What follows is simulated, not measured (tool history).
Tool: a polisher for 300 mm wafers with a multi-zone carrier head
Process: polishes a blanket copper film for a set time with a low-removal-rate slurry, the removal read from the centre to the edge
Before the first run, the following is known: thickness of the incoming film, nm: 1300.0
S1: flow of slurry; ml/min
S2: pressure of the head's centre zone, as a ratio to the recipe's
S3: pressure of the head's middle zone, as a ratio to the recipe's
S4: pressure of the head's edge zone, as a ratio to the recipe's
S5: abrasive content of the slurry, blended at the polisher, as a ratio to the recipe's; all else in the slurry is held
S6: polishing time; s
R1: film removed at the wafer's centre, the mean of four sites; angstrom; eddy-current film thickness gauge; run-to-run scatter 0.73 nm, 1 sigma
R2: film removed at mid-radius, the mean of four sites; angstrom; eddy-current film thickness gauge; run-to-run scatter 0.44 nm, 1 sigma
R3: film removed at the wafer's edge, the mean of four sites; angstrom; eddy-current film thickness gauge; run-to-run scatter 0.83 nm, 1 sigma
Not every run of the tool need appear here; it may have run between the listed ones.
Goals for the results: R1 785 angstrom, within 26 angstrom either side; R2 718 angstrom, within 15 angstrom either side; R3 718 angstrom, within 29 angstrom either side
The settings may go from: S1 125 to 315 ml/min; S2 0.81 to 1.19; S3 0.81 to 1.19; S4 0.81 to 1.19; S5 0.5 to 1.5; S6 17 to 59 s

{"run": 1, "hour": 0.0, "S1": 205, "S2": 1, "S3": 1, "S4": 1, "S5": 1, "S6": 38, "R1": 520.71, "R2": 515.21, "R3": 524.29}
{"run": 2, "hour": 7.9, "S1": 205, "S2": 0.94, "S3": 1, "S4": 1, "S5": 1, "S6": 38, "R1": 493.59, "R2": 516.28, "R3": 544.07}
{"run": 3, "hour": 10.6, "S1": 220, "S2": 0.98, "S3": 1.01, "S4": 1.03, "S5": 1.15, "S6": 40, "R1": 557.36, "R2": 582.38, "R3": 600.23}
{"run": 4, "hour": 14.0, "S1": 230, "S2": 1.03, "S3": 1.01, "S4": 1.06, "S5": 1.25, "S6": 41, "R1": 630.4, "R2": 624.64, "R3": 644.24}
{"run": 5, "hour": 15.9, "S1": 245, "S2": 1.06, "S3": 1.02, "S4": 1.09, "S5": 1.3, "S6": 41, "R1": 675.89, "R2": 630.75, "R3": 665.65}
{"run": 6, "hour": 18.8, "S1": 245, "S2": 1.06, "S3": 1.02, "S4": 1.04, "S5": 1.3, "S6": 41, "R1": 667.38, "R2": 642.32, "R3": 658.37}
{"run": 7, "hour": 24.1, "S1": 255, "S2": 1.08, "S3": 1.04, "S4": 1.05, "S5": 1.35, "S6": 41, "R1": 694.12, "R2": 664.92, "R3": 654.74}
{"run": 8, "hour": 32.4, "S1": 265, "S2": 1.09, "S3": 1.05, "S4": 1.07, "S5": 1.4, "S6": 41, "R1": 706.03, "R2": 673.2, "R3": 685.43}
{"run": 9, "hour": 38.7, "S1": 270, "S2": 1.11, "S3": 1.06, "S4": 1.08, "S5": 1.4, "S6": 41, "R1": 726.89, "R2": 692.82, "R3": 673.56}
{"run": 10, "hour": 46.8, "S1": 275, "S2": 1.12, "S3": 1.06, "S4": 1.09, "S5": 1.45, "S6": 41, "R1": 738.09, "R2": 700.33, "R3": 696.12}

Next run, 5 choices. One meets every target within its allowed miss, the rest don't. Which?
{"run": "A", "hour": 54.9, "S1": 310, "S2": 1.14, "S3": 1.04, "S4": 1.08, "S5": 1.4, "S6": 41, "R1": "?", "R2": "?", "R3": "?"}
{"run": "B", "hour": 54.9, "S1": 285, "S2": 1.17, "S3": 1.08, "S4": 1.14, "S5": 1.3, "S6": 43, "R1": "?", "R2": "?", "R3": "?"}
{"run": "C", "hour": 54.9, "S1": 280, "S2": 1.03, "S3": 1.01, "S4": 1.18, "S5": 1.5, "S6": 41, "R1": "?", "R2": "?", "R3": "?"}
{"run": "D", "hour": 54.9, "S1": 280, "S2": 1.02, "S3": 1.06, "S4": 1.14, "S5": 1.4, "S6": 42, "R1": "?", "R2": "?", "R3": "?"}
{"run": "E", "hour": 54.9, "S1": 260, "S2": 1.18, "S3": 1.12, "S4": 0.93, "S5": 0.95, "S6": 47, "R1": "?", "R2": "?", "R3": "?"}

move=A R1=762.64 R2=697.79 R3=691.14
move=B R1=789.15 R2=729.32 R3=718.43
move=C R1=698.32 R2=683.81 R3=724.94
move=D R1=695.18 R2=715.18 R3=716.07
move=E R1=774.38 R2=734.1 R3=646
A: puts the biggest miss on target and leaves a different result outside tolerance
B: meets every target
C: its largest miss is bigger than the last run's
D: its largest miss is bigger than the last run's
E: puts the biggest miss on target and leaves a different result outside tolerance
So the answer is move B, the one that meets all the targets.
